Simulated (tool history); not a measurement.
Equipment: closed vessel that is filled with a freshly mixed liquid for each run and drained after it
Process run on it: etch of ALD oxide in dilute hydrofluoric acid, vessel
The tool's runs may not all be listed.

run  hour  temperature setpoint of the liquid (C)  parts of water to one part of 49 % hydrofluoric acid (parts by volume)  time in the liquid (s)  thickness taken off the ALD oxide on a monitor wafer (nm)
  1   0.0                                    22.0                                                                     215                     335                                                     22.143
  2   9.4                                    21.5                                                                     230                     335                                                     19.824
  3  14.2                                    21.5                                                                     180                     335                                                     26.599
  4  22.6                                    24.5                                                                     180                     335                                                     29.962
  5  26.7                                    21.5                                                                     180                     335                                                     26.447
  6  31.1                                    21.5                                                                     230                     335                                                     19.967

Predict the results of run 7:
  7  33.1                                    21.0                                                                     245                     335                                                          ?

thickness taken off the ALD oxide on a monitor wafer (nm): 17.753
